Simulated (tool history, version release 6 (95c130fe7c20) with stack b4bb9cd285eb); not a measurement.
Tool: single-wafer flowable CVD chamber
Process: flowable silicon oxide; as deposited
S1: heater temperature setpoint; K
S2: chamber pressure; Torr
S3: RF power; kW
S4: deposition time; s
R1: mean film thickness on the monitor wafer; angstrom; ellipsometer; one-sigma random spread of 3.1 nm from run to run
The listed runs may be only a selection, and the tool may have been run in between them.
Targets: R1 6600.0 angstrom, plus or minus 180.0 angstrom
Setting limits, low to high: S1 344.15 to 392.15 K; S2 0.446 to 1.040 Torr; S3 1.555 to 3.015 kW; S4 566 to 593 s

run 1 hour=0.0 | S1=368.15 S2=0.743 S3=2.285 S4=593 | R1=4048.8
run 2 hour=4.2 | S1=364.15 S2=0.744 S3=2.285 S4=593 | R1=4724.3
run 3 hour=10.7 | S1=362.15 S2=0.745 S3=2.285 S4=593 | R1=5058.9
run 4 hour=18.6 | S1=360.15 S2=0.745 S3=2.285 S4=593 | R1=5408.4
run 5 hour=19.6 | S1=360.15 S2=0.790 S3=2.285 S4=593 | R1=5693.0
run 6 hour=25.9 | S1=359.15 S2=0.790 S3=2.285 S4=593 | R1=5909.4
run 7 hour=30.6 | S1=358.15 S2=0.790 S3=2.285 S4=593 | R1=6109.1
run 8 hour=35.2 | S1=357.15 S2=0.790 S3=2.285 S4=593 | R1=6305.0

Below are 5 possible settings for the next run. Only one of them brings all results inside the allowed miss of their targets. Which is it?
run A hour=39.8 | S1=354.15 S2=0.755 S3=1.830 S4=566 | R1=?
run B hour=39.8 | S1=361.15 S2=0.832 S3=2.125 S4=593 | R1=?
run C hour=39.8 | S1=359.15 S2=0.828 S3=2.270 S4=592 | R1=?
run D hour=39.8 | S1=352.15 S2=0.710 S3=2.295 S4=592 | R1=?
run E hour=39.8 | S1=361.15 S2=0.914 S3=2.770 S4=573 | R1=?

move=A R1=6115.2
move=B R1=5717.2
move=C R1=6143.3
move=D R1=6660.1
move=E R1=6259.9
A: misses by more than the last run did
B: misses by more than the last run did
C: misses by more than the last run did
D: hits every target within its allowed miss
E: misses by more than the last run did
D is the move that brings every result within its allowed miss.
